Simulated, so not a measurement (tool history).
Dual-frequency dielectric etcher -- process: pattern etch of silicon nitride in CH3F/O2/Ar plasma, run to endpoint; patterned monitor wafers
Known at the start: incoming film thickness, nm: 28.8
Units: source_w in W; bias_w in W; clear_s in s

run,hour,source_w,bias_w,clear_s
1,0.0,370,53,43.949
2,1.1,350,52,44.787
3,3.3,350,61,42.082
4,11.1,320,59,43.694
5,12.4,320,55,44.662
6,17.5,300,53,46.347

The next listed run, before its measurement:
7,23.9,290,52,?

{"run 7": {"clear_s": 46.82}}
